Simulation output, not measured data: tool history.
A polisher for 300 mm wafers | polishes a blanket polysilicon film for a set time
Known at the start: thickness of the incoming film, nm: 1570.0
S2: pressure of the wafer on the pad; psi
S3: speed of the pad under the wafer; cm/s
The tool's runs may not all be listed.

run 1 hour=0 | flow_of_slurry_(ml/min)=305 S2=3.4 S3=114 polishing_time_(s)=36 | film_removed_(angstrom)=3630.2
run 2 hour=3.8 | flow_of_slurry_(ml/min)=310 S2=3.8 S3=114 polishing_time_(s)=36 | film_removed_(angstrom)=4078.3
run 3 hour=10.8 | flow_of_slurry_(ml/min)=310 S2=3.8 S3=114 polishing_time_(s)=36 | film_removed_(angstrom)=4103.7
run 4 hour=19.7 | flow_of_slurry_(ml/min)=310 S2=3.8 S3=102 polishing_time_(s)=36 | film_removed_(angstrom)=3665.8
run 5 hour=28.6 | flow_of_slurry_(ml/min)=310 S2=3.8 S3=102 polishing_time_(s)=33 | film_removed_(angstrom)=3386
run 6 hour=29.6 | flow_of_slurry_(ml/min)=310 S2=3.8 S3=102 polishing_time_(s)=36 | film_removed_(angstrom)=3637.3

Forecast run 7:
run 7 hour=32.7 | flow_of_slurry_(ml/min)=315 S2=4.2 S3=102 polishing_time_(s)=36 | film_removed_(angstrom)=?

film removed (angstrom): 4056.1
